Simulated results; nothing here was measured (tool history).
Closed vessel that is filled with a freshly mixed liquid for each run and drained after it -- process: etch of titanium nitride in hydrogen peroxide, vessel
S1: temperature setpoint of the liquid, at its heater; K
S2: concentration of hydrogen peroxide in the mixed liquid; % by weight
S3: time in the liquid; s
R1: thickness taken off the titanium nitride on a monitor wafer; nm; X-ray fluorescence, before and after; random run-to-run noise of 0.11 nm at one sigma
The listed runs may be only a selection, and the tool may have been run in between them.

run,hour,S1,S2,S3,R1
1,0,320.15,18,135,6.7811
2,5.2,317.65,18,135,5.6457
3,9.1,319.15,18,135,6.2672
4,18,319.15,15,135,6.119
5,24.1,319.15,17,135,6.1734
6,29.7,319.15,15.5,135,6.1526
7,32.6,320.65,15.5,135,6.8905
8,41.2,322.15,15.5,135,7.6324

Run 9 comes next. What will it give?
9,45.4,323.15,15.5,135,?

R1: 8.2234 nm
